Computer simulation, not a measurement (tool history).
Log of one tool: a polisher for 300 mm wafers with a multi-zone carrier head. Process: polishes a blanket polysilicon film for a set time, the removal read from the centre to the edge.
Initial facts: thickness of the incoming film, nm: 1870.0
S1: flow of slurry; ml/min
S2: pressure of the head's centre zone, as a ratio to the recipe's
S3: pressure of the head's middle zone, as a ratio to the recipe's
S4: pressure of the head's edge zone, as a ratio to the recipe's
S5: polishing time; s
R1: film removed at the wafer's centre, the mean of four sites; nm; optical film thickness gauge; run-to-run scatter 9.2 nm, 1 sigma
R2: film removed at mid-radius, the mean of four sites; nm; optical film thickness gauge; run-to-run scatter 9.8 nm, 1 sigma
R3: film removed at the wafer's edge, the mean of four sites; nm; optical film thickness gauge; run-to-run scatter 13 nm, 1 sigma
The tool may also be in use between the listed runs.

run  hour   S1    S2    S3    S4  S5      R1      R2      R3
  1   0.0  190  1.00  1.00  1.00  67  522.72  524.68  521.58
  2   2.7  190  1.00  1.00  1.07  67  522.40  531.56  537.28
  3   6.8  190  0.99  0.99  1.08  71  557.58  555.21  584.03
  4  13.6  190  1.07  0.99  1.08  71  585.01  546.45  591.10
  5  20.9  190  1.06  0.99  1.09  74  597.93  574.20  611.27
  6  26.5  155  1.06  0.99  1.09  74  593.31  557.65  597.72
  7  33.9  165  1.05  0.99  1.10  76  609.81  576.41  593.14
  8  35.8  180  1.03  0.98  1.11  78  630.76  604.10  645.23
  9  44.4  190  1.02  0.98  1.12  79  637.09  628.52  646.89

What will run 10 give?
 10  49.7  205  1.00  0.96  1.13  81   ?   ?   ?

R1: 644.30 nm
R2: 622.63 nm
R3: 671.08 nm
